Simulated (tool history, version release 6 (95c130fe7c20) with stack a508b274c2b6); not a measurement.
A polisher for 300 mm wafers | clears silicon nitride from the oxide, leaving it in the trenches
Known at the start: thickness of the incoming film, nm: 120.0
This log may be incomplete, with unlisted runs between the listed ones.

run  hour  flow of slurry (ml/min)  pressure of the wafer on the pad (psi)  speed of the pad under the wafer (cm/s)  overpolish time after the end point (s)  time until the end point was called (s)
  1   0.0                      230                                     2.9                                       90                                       32                                   137.25
  2   2.8                      230                                     2.9                                       78                                       32                                   158.57
  3  10.0                      225                                     2.4                                       74                                       32                                   201.07
  4  14.2                      225                                     2.4                                       58                                       32                                   253.96
  5  22.3                      225                                     2.4                                       76                                       32                                   196.10
  6  24.8                      225                                     2.4                                       76                                       32                                   195.49
  7  32.5                      220                                     2.0                                       74                                       32                                   236.71
  8  39.4                      215                                     1.8                                       74                                       32                                   266.90
  9  46.6                      200                                     1.7                                       74                                       32                                   280.30
 10  50.5                      185                                     1.7                                       74                                       32                                   286.97

For run 11, what comes out?
 11  55.1                      175                                     1.7                                       74                                       32                                        ?

Logged for run 11: time until the end point was called (s) 291.93.
